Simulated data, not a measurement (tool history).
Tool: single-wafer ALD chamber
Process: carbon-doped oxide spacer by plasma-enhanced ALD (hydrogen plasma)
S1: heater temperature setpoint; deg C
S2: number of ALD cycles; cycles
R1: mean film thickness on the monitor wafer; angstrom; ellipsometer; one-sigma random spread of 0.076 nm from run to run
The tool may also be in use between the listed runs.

{"run": 1, "day": 0.0, "S1": 395, "S2": 334, "R1": 159.36}
{"run": 2, "day": 0.162, "S1": 395, "S2": 315, "R1": 151.86}
{"run": 3, "day": 0.475, "S1": 395, "S2": 331, "R1": 157.54}
{"run": 4, "day": 0.762, "S1": 395, "S2": 349, "R1": 166.54}
{"run": 5, "day": 1.121, "S1": 395, "S2": 361, "R1": 172.76}
{"run": 6, "day": 1.175, "S1": 395, "S2": 369, "R1": 177.42}
{"run": 7, "day": 1.45, "S1": 395, "S2": 374, "R1": 180.48}
{"run": 8, "day": 1.775, "S1": 395, "S2": 377, "R1": 181.34}

What does the tool deliver on the next run?
{"run": 9, "day": 1.854, "S1": 395, "S2": 380, "R1": "?"}

R1: 183.87 angstrom
